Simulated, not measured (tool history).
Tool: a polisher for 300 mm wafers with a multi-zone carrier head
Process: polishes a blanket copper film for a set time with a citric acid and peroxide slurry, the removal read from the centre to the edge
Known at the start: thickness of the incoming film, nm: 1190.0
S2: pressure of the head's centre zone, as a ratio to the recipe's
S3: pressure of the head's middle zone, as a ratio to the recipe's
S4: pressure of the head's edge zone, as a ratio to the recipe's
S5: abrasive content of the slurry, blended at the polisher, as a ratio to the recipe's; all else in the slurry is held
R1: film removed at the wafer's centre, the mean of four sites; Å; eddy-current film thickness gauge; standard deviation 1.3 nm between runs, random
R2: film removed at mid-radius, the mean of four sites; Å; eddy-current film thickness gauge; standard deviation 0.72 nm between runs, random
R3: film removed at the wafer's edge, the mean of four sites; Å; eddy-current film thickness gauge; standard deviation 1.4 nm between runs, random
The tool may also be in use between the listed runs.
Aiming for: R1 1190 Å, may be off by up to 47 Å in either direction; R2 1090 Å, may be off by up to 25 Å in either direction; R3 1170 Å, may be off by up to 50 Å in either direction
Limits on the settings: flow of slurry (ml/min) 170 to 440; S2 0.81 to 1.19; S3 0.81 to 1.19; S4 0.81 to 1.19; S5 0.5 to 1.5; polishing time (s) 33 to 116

Run 1, hour 0: flow of slurry (ml/min) 280, S2 1, S3 1, S4 1, S5 1, polishing time (s) 74. Result: R1 1604.1 Å, R2 1593 Å, R3 1642.8 Å.
Run 2, hour 1.8: flow of slurry (ml/min) 280, S2 1, S3 1, S4 1, S5 0.85, polishing time (s) 74. Result: R1 1531.3 Å, R2 1556 Å, R3 1572.2 Å.
Run 3, hour 6.8: flow of slurry (ml/min) 280, S2 1, S3 1, S4 1, S5 0.95, polishing time (s) 74. Result: R1 1611.2 Å, R2 1566 Å, R3 1622.5 Å.
Run 4, hour 9.5: flow of slurry (ml/min) 225, S2 1, S3 1, S4 1, S5 0.95, polishing time (s) 74. Result: R1 1522.3 Å, R2 1538.4 Å, R3 1565.3 Å.
Run 5, hour 10.7: flow of slurry (ml/min) 225, S2 1, S3 0.96, S4 0.98, S5 0.85, polishing time (s) 72. Result: R1 1444.2 Å, R2 1418.9 Å, R3 1493.5 Å.
Run 6, hour 13.1: flow of slurry (ml/min) 225, S2 1, S3 0.96, S4 0.98, S5 0.7, polishing time (s) 72. Result: R1 1407.4 Å, R2 1365.9 Å, R3 1437.7 Å.
Run 7, hour 20.5: flow of slurry (ml/min) 220, S2 1, S3 0.94, S4 0.95, S5 0.65, polishing time (s) 70. Result: R1 1333.8 Å, R2 1262.3 Å, R3 1362.5 Å.
Run 8, hour 25.9: flow of slurry (ml/min) 215, S2 1, S3 0.94, S4 0.92, S5 0.6, polishing time (s) 69. Result: R1 1299.6 Å, R2 1246.3 Å, R3 1292.8 Å.
Run 9, hour 32.8: flow of slurry (ml/min) 210, S2 0.99, S3 0.92, S4 0.9, S5 0.6, polishing time (s) 69. Result: R1 1262.2 Å, R2 1207.4 Å, R3 1245.8 Å.
Run 10, hour 40.9: flow of slurry (ml/min) 205, S2 0.99, S3 0.9, S4 0.89, S5 0.6, polishing time (s) 69. Result: R1 1261.8 Å, R2 1183.5 Å, R3 1246.4 Å.
Run 11, hour 48.2: flow of slurry (ml/min) 200, S2 0.98, S3 0.88, S4 0.88, S5 0.6, polishing time (s) 69. Result: R1 1268.3 Å, R2 1145.9 Å, R3 1285 Å.
Run 12, hour 52: flow of slurry (ml/min) 200, S2 0.98, S3 0.88, S4 0.87, S5 0.6, polishing time (s) 69. Result: R1 1228 Å, R2 1157.2 Å, R3 1254 Å.
Run 13, hour 53.9: flow of slurry (ml/min) 200, S2 0.98, S3 0.87, S4 0.86, S5 0.6, polishing time (s) 69. Result: R1 1277.8 Å, R2 1136.5 Å, R3 1275.3 Å.
Run 14, hour 56.7: flow of slurry (ml/min) 195, S2 0.98, S3 0.87, S4 0.85, S5 0.6, polishing time (s) 69. Result: R1 1266.8 Å, R2 1150 Å, R3 1195.1 Å.
Run 15, hour 65.1: flow of slurry (ml/min) 190, S2 0.97, S3 0.86, S4 0.85, S5 0.6, polishing time (s) 69. Result: R1 1228.7 Å, R2 1128.5 Å, R3 1229.9 Å.

Of the 4 settings listed for the next run, only one would bring every result within its allowed miss of target. Which one?
Run A, hour 73.5: flow of slurry (ml/min) 170, S2 1.07, S3 0.97, S4 0.81, S5 0.75, polishing time (s) 59. Result: R1 ?, R2 ?, R3 ?.
Run B, hour 73.5: flow of slurry (ml/min) 215, S2 0.96, S3 1.04, S4 0.81, S5 0.55, polishing time (s) 60. Result: R1 ?, R2 ?, R3 ?.
Run C, hour 73.5: flow of slurry (ml/min) 170, S2 0.96, S3 0.9, S4 0.85, S5 0.5, polishing time (s) 73. Result: R1 ?, R2 ?, R3 ?.
Run D, hour 73.5: flow of slurry (ml/min) 170, S2 1, S3 0.89, S4 0.87, S5 0.8, polishing time (s) 63. Result: R1 ?, R2 ?, R3 ?.

move      R1      R2      R3
   A  1172.5  1075.7  1020.8
   B  1060.8  1145.5  1011.7
   C  1208.5    1163  1200.6
   D  1183.2  1082.5  1140.2
A: meets the target for the result that was furthest off, but another lies outside its allowed miss
B: lands further from the targets than the last run did
C: lands further from the targets than the last run did
D: hits every target within its allowed miss
Correct choice: D, which meets every target
